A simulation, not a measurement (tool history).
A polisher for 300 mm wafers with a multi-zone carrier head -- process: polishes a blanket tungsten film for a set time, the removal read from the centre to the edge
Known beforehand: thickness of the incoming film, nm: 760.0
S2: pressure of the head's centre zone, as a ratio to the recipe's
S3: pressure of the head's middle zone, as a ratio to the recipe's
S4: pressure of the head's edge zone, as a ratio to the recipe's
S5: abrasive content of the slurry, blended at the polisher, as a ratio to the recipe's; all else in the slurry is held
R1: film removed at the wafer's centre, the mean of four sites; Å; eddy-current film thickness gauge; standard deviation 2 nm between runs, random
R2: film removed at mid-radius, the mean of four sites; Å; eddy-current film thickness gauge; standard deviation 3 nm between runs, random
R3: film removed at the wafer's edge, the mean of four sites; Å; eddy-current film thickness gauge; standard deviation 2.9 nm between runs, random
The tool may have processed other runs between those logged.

run 1 day=0.000 | flow_of_slurry_(ml/min)=150 S2=1.00 S3=1.00 S4=1.00 S5=1.00 polishing_time_(s)=36 | R1=1540.2 R2=1542.0 R3=1491.6
run 2 day=0.200 | flow_of_slurry_(ml/min)=155 S2=0.98 S3=1.03 S4=1.04 S5=1.15 polishing_time_(s)=39 | R1=1726.4 R2=1738.5 R3=1649.7
run 3 day=0.262 | flow_of_slurry_(ml/min)=150 S2=0.93 S3=1.03 S4=1.06 S5=1.20 polishing_time_(s)=43 | R1=1797.1 R2=1911.2 R3=1842.2
run 4 day=0.292 | flow_of_slurry_(ml/min)=150 S2=0.91 S3=1.04 S4=1.08 S5=1.30 polishing_time_(s)=45 | R1=1889.8 R2=2128.6 R3=1972.4
run 5 day=0.317 | flow_of_slurry_(ml/min)=180 S2=0.91 S3=1.04 S4=1.08 S5=1.30 polishing_time_(s)=45 | R1=1897.2 R2=2151.1 R3=2087.0
run 6 day=0.404 | flow_of_slurry_(ml/min)=180 S2=0.91 S3=1.04 S4=1.05 S5=1.30 polishing_time_(s)=45 | R1=1912.7 R2=2181.1 R3=2031.7
run 7 day=0.758 | flow_of_slurry_(ml/min)=190 S2=0.92 S3=1.05 S4=1.07 S5=1.35 polishing_time_(s)=45 | R1=2001.3 R2=2181.2 R3=2052.9
run 8 day=1.117 | flow_of_slurry_(ml/min)=195 S2=0.91 S3=1.05 S4=1.09 S5=1.40 polishing_time_(s)=46 | R1=1999.1 R2=2298.6 R3=2132.6
run 9 day=1.450 | flow_of_slurry_(ml/min)=195 S2=0.91 S3=1.05 S4=1.09 S5=1.40 polishing_time_(s)=46 | R1=1990.4 R2=2273.3 R3=2148.9
run 10 day=1.483 | flow_of_slurry_(ml/min)=200 S2=0.91 S3=1.05 S4=1.10 S5=1.40 polishing_time_(s)=47 | R1=2081.3 R2=2361.0 R3=2235.4

Run 11 is up next; what results do you expect?
run 11 day=1.608 | flow_of_slurry_(ml/min)=200 S2=0.91 S3=1.05 S4=1.10 S5=1.40 polishing_time_(s)=47 | R1=? R2=? R3=?

{"run 11": {"R1": 2043.7, "R2": 2352.5, "R3": 2211.0}}
